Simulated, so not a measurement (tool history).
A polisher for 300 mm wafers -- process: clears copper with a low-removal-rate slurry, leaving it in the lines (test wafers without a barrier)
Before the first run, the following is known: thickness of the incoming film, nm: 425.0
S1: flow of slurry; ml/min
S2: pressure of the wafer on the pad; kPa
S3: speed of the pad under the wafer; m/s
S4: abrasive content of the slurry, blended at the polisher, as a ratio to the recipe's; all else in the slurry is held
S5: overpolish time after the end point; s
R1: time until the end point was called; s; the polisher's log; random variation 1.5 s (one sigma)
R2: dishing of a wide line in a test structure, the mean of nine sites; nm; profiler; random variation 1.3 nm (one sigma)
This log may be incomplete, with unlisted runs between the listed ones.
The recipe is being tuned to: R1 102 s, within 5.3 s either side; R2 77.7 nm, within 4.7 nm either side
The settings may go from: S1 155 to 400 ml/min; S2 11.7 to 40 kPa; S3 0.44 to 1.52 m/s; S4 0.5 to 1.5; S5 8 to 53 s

run	hour	S1	S2	S3	S4	S5	R1	R2
1	0	255	25.5	0.98	1	27	116.92	53.62
2	8.6	255	25.5	0.98	0.8	27	120.59	51.909
3	12.3	255	26.2	0.98	0.8	28	116.15	55.301
4	18.3	255	26.9	0.98	0.8	29	115.94	56.929
5	25	255	27.6	0.98	0.8	30	111.54	60.305
6	26	255	27.6	0.98	0.6	30	118.28	58.301
7	30.7	255	28.3	0.98	0.6	31	115.82	62.045
8	32	255	29	0.98	0.6	31	116.24	62.101
9	40.6	255	29.6	0.98	0.6	31	108.61	64.735
10	47.4	255	31	0.98	0.6	34	106.49	71.38
11	51.7	255	31.7	0.98	0.6	35	104.71	72.793

Which one of the following 5 next-run settings gets every result inside its allowed miss? There is exactly one.
A	56	240	31	1.04	0.5	38	?	?
B	56	250	29	1.04	0.55	33	?	?
C	56	290	29.6	0.94	0.5	32	?	?
D	56	250	32.4	0.88	0.65	49	?	?
E	56	195	29	1.06	0.7	31	?	?

move	R1	R2
A	100.85	77.308
B	105.85	67.459
C	114.05	62.675
D	108.65	87.063
E	103.09	65.755
A: every result lands within tolerance
B: lands further from the targets than the last run did
C: lands further from the targets than the last run did
D: moves the result that the last run missed by most past its target, out the other side
E: lands further from the targets than the last run did
Go with A: it meets all targets.
